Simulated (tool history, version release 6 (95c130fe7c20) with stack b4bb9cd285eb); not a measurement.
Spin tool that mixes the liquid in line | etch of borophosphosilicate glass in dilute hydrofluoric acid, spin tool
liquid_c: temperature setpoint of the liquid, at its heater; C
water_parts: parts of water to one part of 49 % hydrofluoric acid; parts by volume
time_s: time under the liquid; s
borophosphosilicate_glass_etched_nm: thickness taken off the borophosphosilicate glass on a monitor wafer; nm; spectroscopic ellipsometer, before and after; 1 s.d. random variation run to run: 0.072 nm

run,day,liquid_c,water_parts,time_s,borophosphosilicate_glass_etched_nm
1,0,23,140,15,6.0218
2,0.046,23,95,15,9.2404
3,0.262,22,95,15,8.9829
4,0.612,21,95,15,8.6562
5,0.983,20.5,95,15,8.4709
6,1.312,20.5,130,15,5.9322
7,1.525,22,130,15,6.3432
8,1.75,23,130,15,6.58

Run 9 has not been measured yet. What should we expect?
9,1.829,24,130,15,?

For run 9 the tool returned borophosphosilicate_glass_etched_nm 6.7575 nm.
